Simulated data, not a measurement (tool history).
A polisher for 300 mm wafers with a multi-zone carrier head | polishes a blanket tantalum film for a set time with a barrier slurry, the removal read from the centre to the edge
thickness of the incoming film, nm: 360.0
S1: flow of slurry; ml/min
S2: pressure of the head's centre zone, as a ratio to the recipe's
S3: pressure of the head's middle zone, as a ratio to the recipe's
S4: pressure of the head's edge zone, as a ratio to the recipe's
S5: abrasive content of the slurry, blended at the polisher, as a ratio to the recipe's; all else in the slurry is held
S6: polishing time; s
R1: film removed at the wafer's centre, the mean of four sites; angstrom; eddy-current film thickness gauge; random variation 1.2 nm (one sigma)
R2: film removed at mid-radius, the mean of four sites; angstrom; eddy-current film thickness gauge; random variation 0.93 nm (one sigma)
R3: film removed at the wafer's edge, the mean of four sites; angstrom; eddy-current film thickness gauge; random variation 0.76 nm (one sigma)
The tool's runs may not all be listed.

| run | hour | S1 | S2 | S3 | S4 | S5 | S6 | R1 | R2 | R3 |
|---|---|---|---|---|---|---|---|---|---|---|
| 1 | 0 | 190 | 1 | 1 | 1 | 1 | 68 | 1097.2 | 1057.4 | 1088.2 |
| 2 | 5.3 | 190 | 1 | 1 | 1.03 | 1 | 68 | 1098 | 1080.4 | 1120.9 |
| 3 | 11.7 | 190 | 1 | 1 | 0.99 | 1 | 68 | 1102.2 | 1087 | 1090.5 |
| 4 | 15.6 | 220 | 1 | 1 | 0.99 | 1 | 68 | 1124.1 | 1109.7 | 1102 |
| 5 | 18.4 | 200 | 0.97 | 0.95 | 0.99 | 0.95 | 68 | 1053.9 | 1015.2 | 1088.8 |
| 6 | 21.5 | 200 | 0.97 | 0.95 | 0.99 | 0.95 | 79 | 1256.9 | 1188 | 1272.1 |
| 7 | 26 | 200 | 0.97 | 0.95 | 0.99 | 0.95 | 79 | 1218.9 | 1172.5 | 1269.6 |
| 8 | 34.5 | 190 | 0.94 | 0.91 | 0.95 | 0.85 | 79 | 1168.1 | 1070.6 | 1174.6 |
| 9 | 35.1 | 175 | 0.9 | 0.89 | 0.94 | 0.8 | 79 | 1097.9 | 1053.1 | 1158.4 |
| 10 | 42.1 | 170 | 0.88 | 0.86 | 0.94 | 0.7 | 79 | 1019 | 965.73 | 1101.2 |
| 11 | 50.2 | 165 | 0.87 | 0.84 | 0.93 | 0.7 | 79 | 1002.5 | 933.83 | 1093.4 |

The next listed run, before its measurement:
| 12 | 54.3 | 160 | 0.86 | 0.83 | 0.92 | 0.7 | 79 | ? | ? | ? |

Run 12 gave R1 986.33 angstrom, R2 942.25 angstrom, R3 1100.1 angstrom.
